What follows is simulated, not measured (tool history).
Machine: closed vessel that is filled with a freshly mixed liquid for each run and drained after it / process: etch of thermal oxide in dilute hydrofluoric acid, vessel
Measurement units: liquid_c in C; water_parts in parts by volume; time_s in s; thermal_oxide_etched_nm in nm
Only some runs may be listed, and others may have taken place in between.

Run 1, hour 0: liquid_c 23 C, water_parts 100 parts by volume, time_s 2325 s. Result: thermal_oxide_etched_nm 115.8 nm.
Run 2, hour 9: liquid_c 24.5 C, water_parts 85 parts by volume, time_s 2330 s. Result: thermal_oxide_etched_nm 146.17 nm.
Run 3, hour 15.4: liquid_c 25.5 C, water_parts 75 parts by volume, time_s 2335 s. Result: thermal_oxide_etched_nm 175.37 nm.
Run 4, hour 22.5: liquid_c 25.5 C, water_parts 110 parts by volume, time_s 2335 s. Result: thermal_oxide_etched_nm 113.93 nm.
Run 5, hour 28.3: liquid_c 25.5 C, water_parts 90 parts by volume, time_s 2335 s. Result: thermal_oxide_etched_nm 143.54 nm.
Run 6, hour 33.6: liquid_c 28 C, water_parts 90 parts by volume, time_s 2335 s. Result: thermal_oxide_etched_nm 159.09 nm.
Run 7, hour 36.4: liquid_c 28.5 C, water_parts 80 parts by volume, time_s 2340 s. Result: thermal_oxide_etched_nm 185.78 nm.
Run 8, hour 41.9: liquid_c 29 C, water_parts 70 parts by volume, time_s 2340 s. Result: thermal_oxide_etched_nm 217.43 nm.
Run 9, hour 50.5: liquid_c 29.5 C, water_parts 65 parts by volume, time_s 2340 s. Result: thermal_oxide_etched_nm 242.64 nm.
Run 10, hour 51.8: liquid_c 31 C, water_parts 35 parts by volume, time_s 2345 s. Result: thermal_oxide_etched_nm 498.45 nm.
Run 11, hour 57.4: liquid_c 29.5 C, water_parts 35 parts by volume, time_s 2345 s. Result: thermal_oxide_etched_nm 463.03 nm.

For run 12, what comes out?
Run 12, hour 60.6: liquid_c 28 C, water_parts 35 parts by volume, time_s 2345 s. Result: thermal_oxide_etched_nm ?.

thermal_oxide_etched_nm: 443.73 nm
